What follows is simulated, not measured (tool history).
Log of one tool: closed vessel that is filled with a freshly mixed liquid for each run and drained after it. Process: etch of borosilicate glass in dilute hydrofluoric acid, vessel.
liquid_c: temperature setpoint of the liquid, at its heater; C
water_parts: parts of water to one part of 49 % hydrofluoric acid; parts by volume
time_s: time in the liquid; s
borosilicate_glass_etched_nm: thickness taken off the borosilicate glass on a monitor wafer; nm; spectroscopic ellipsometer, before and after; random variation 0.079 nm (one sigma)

| run | day | liquid_c | water_parts | time_s | borosilicate_glass_etched_nm |
|---|---|---|---|---|---|
| 1 | 0 | 22 | 200 | 90 | 18.182 |
| 2 | 0.054 | 22 | 200 | 95 | 19.312 |
| 3 | 0.362 | 22 | 200 | 90 | 18.265 |
| 4 | 0.562 | 22 | 200 | 90 | 18.176 |
| 5 | 0.85 | 21 | 210 | 90 | 16.509 |
| 6 | 0.929 | 23.5 | 210 | 90 | 18.458 |
| 7 | 1.096 | 22.5 | 215 | 90 | 17.097 |
| 8 | 1.154 | 21.5 | 220 | 90 | 15.798 |

Run 9 comes next. What will it give?
| 9 | 1.421 | 21.5 | 220 | 90 | ? |

borosilicate_glass_etched_nm: 15.891 nm

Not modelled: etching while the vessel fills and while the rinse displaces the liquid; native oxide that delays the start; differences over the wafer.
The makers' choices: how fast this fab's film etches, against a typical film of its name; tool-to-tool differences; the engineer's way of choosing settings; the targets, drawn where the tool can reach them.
